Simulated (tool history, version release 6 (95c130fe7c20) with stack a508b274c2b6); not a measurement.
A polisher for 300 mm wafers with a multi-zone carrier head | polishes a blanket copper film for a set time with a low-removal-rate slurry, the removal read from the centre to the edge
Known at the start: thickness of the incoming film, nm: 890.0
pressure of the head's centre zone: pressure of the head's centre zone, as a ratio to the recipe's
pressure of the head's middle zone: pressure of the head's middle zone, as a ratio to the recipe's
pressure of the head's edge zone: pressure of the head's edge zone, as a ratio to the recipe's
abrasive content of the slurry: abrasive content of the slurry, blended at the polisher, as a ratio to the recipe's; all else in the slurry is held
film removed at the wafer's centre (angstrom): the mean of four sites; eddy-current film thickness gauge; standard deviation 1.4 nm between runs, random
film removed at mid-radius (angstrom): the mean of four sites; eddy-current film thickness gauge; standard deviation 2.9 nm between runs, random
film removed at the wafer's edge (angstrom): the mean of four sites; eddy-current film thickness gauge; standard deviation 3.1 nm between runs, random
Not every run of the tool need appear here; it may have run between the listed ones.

| run | day | flow of slurry (ml/min) | pressure of the head's centre zone | pressure of the head's middle zone | pressure of the head's edge zone | abrasive content of the slurry | polishing time (s) | film removed at the wafer's centre (angstrom) | film removed at mid-radius (angstrom) | film removed at the wafer's edge (angstrom) |
|---|---|---|---|---|---|---|---|---|---|---|
| 1 | 0.000 | 205 | 1.00 | 1.00 | 1.00 | 1.0 | 60 | 2050.3 | 2106.8 | 2045.0 |
| 2 | 0.021 | 205 | 1.00 | 1.00 | 1.00 | 1.0 | 69 | 2357.9 | 2432.3 | 2328.8 |
| 3 | 0.229 | 210 | 0.99 | 1.03 | 1.00 | 1.0 | 69 | 2313.6 | 2510.0 | 2453.7 |
| 4 | 0.325 | 205 | 1.00 | 1.06 | 0.97 | 1.0 | 69 | 2345.8 | 2561.4 | 2321.6 |
| 5 | 0.508 | 205 | 1.00 | 1.06 | 1.05 | 1.0 | 69 | 2362.8 | 2558.1 | 2392.1 |
| 6 | 0.550 | 205 | 1.00 | 1.08 | 1.04 | 1.0 | 69 | 2358.1 | 2626.0 | 2405.5 |

Estimate the outcome of run 7 from the log above:
| 7 | 0.604 | 205 | 1.00 | 1.10 | 1.03 | 1.0 | 69 | ? | ? | ? |

Run 7 yielded film removed at the wafer's centre (angstrom) 2348.6, film removed at mid-radius (angstrom) 2618.9, film removed at the wafer's edge (angstrom) 2399.6.

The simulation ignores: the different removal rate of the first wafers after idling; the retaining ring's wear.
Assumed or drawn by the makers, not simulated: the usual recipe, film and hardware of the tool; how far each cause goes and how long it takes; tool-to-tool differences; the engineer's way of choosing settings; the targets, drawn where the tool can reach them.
